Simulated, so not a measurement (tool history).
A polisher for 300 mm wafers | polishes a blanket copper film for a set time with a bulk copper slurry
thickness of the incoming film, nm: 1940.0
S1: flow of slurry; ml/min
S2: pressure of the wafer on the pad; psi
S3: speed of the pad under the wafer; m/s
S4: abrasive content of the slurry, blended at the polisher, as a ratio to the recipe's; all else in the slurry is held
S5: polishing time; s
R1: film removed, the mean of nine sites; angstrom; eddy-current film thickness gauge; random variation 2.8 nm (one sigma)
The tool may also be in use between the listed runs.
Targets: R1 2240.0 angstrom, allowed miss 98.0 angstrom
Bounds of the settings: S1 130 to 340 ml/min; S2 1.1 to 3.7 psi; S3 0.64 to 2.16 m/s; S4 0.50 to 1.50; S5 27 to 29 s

Run 1, hour 0.0: S1 220 ml/min, S2 2.4 psi, S3 1.40 m/s, S4 1.00, S5 29 s. Result: R1 3143.0 angstrom.
Run 2, hour 7.7: S1 220 ml/min, S2 2.4 psi, S3 1.40 m/s, S4 0.90, S5 29 s. Result: R1 3099.6 angstrom.
Run 3, hour 10.3: S1 220 ml/min, S2 2.3 psi, S3 1.40 m/s, S4 0.90, S5 29 s. Result: R1 2999.2 angstrom.
Run 4, hour 12.2: S1 220 ml/min, S2 2.2 psi, S3 1.40 m/s, S4 0.90, S5 29 s. Result: R1 2837.3 angstrom.
At hour 20.3: worn pad replaced by a new one.
Run 5, hour 20.3: S1 220 ml/min, S2 2.0 psi, S3 1.40 m/s, S4 0.90, S5 29 s. Result: R1 2787.4 angstrom.
Run 6, hour 21.3: S1 220 ml/min, S2 2.0 psi, S3 1.40 m/s, S4 0.90, S5 29 s. Result: R1 2780.0 angstrom.
Run 7, hour 26.8: S1 220 ml/min, S2 1.9 psi, S3 1.40 m/s, S4 0.90, S5 29 s. Result: R1 2661.9 angstrom.
Run 8, hour 31.7: S1 220 ml/min, S2 1.8 psi, S3 1.40 m/s, S4 0.90, S5 29 s. Result: R1 2488.8 angstrom.

Which of these 5 next moves meets every target?
Run A, hour 36.6: S1 250 ml/min, S2 1.7 psi, S3 1.56 m/s, S4 0.65, S5 29 s. Result: R1 ?.
Run B, hour 36.6: S1 305 ml/min, S2 2.0 psi, S3 1.40 m/s, S4 0.55, S5 29 s. Result: R1 ?.
Run C, hour 36.6: S1 130 ml/min, S2 1.9 psi, S3 1.58 m/s, S4 0.60, S5 29 s. Result: R1 ?.
Run D, hour 36.6: S1 220 ml/min, S2 1.7 psi, S3 1.58 m/s, S4 0.90, S5 29 s. Result: R1 ?.
Run E, hour 36.6: S1 235 ml/min, S2 1.8 psi, S3 1.34 m/s, S4 0.80, S5 28 s. Result: R1 ?.

move      R1
   A  2514.9
   B  2608.7
   C  2597.6
   D  2681.8
   E  2291.1
A: further off than the last run
B: further off than the last run
C: further off than the last run
D: further off than the last run
E: meets every target
The right move is E.
